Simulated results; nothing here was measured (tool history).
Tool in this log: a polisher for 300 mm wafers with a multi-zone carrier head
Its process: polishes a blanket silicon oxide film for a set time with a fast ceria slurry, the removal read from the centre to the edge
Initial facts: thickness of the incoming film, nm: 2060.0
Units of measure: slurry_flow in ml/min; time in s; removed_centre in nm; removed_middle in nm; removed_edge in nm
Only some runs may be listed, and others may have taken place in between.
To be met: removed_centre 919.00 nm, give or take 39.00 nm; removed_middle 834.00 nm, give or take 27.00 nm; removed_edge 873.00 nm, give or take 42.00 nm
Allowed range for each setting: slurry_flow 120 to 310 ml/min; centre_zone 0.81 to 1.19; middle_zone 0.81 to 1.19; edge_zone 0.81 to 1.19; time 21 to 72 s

Run 1, hour 0.0: slurry_flow 200 ml/min, centre_zone 1.00, middle_zone 1.00, edge_zone 1.00, time 46 s. Result: removed_centre 726.15 nm, removed_middle 724.50 nm, removed_edge 721.18 nm.
Run 2, hour 2.2: slurry_flow 150 ml/min, centre_zone 1.00, middle_zone 1.00, edge_zone 1.00, time 46 s. Result: removed_centre 692.34 nm, removed_middle 684.11 nm, removed_edge 699.77 nm.
Run 3, hour 10.4: slurry_flow 165 ml/min, centre_zone 1.02, middle_zone 1.01, edge_zone 1.03, time 47 s. Result: removed_centre 720.70 nm, removed_middle 715.21 nm, removed_edge 724.12 nm.
Run 4, hour 11.6: slurry_flow 180 ml/min, centre_zone 1.04, middle_zone 1.00, edge_zone 1.05, time 48 s. Result: removed_centre 785.48 nm, removed_middle 739.34 nm, removed_edge 772.76 nm.
Run 5, hour 15.2: slurry_flow 195 ml/min, centre_zone 1.05, middle_zone 1.00, edge_zone 1.06, time 48 s. Result: removed_centre 789.65 nm, removed_middle 754.83 nm, removed_edge 775.55 nm.
Run 6, hour 21.4: slurry_flow 245 ml/min, centre_zone 1.05, middle_zone 1.00, edge_zone 1.06, time 48 s. Result: removed_centre 843.98 nm, removed_middle 781.97 nm, removed_edge 788.36 nm.
Run 7, hour 24.0: slurry_flow 250 ml/min, centre_zone 1.05, middle_zone 1.00, edge_zone 1.08, time 48 s. Result: removed_centre 835.25 nm, removed_middle 775.41 nm, removed_edge 787.84 nm.
Run 8, hour 26.7: slurry_flow 250 ml/min, centre_zone 1.06, middle_zone 1.00, edge_zone 1.09, time 49 s. Result: removed_centre 836.87 nm, removed_middle 795.66 nm, removed_edge 827.61 nm.

Below are 5 possible settings for the next run. Only one of them brings all results inside the allowed miss of their targets. Which is it?
Run A, hour 29.4: slurry_flow 245 ml/min, centre_zone 1.06, middle_zone 0.96, edge_zone 1.05, time 53 s. Result: removed_centre ?, removed_middle ?, removed_edge ?.
Run B, hour 29.4: slurry_flow 235 ml/min, centre_zone 0.92, middle_zone 0.96, edge_zone 1.19, time 50 s. Result: removed_centre ?, removed_middle ?, removed_edge ?.
Run C, hour 29.4: slurry_flow 285 ml/min, centre_zone 1.18, middle_zone 0.89, edge_zone 1.02, time 51 s. Result: removed_centre ?, removed_middle ?, removed_edge ?.
Run D, hour 29.4: slurry_flow 310 ml/min, centre_zone 1.17, middle_zone 1.09, edge_zone 0.93, time 47 s. Result: removed_centre ?, removed_middle ?, removed_edge ?.
Run E, hour 29.4: slurry_flow 290 ml/min, centre_zone 1.14, middle_zone 1.08, edge_zone 0.88, time 48 s. Result: removed_centre ?, removed_middle ?, removed_edge ?.

move  removed_centre  removed_middle  removed_edge
   A          907.01          821.33        854.77
   B          737.44          771.10        856.06
   C          990.86          759.69        822.40
   D          915.07          823.41        728.22
   E          903.66          829.56        721.45
A: every result lands within tolerance
B: its largest miss is bigger than the last run's
C: takes the biggest miss from the last run beyond its target
D: brings the result that was furthest off to its target, and leaves another outside
E: brings the result that was furthest off to its target, and leaves another outside
Go with A: it meets all targets.
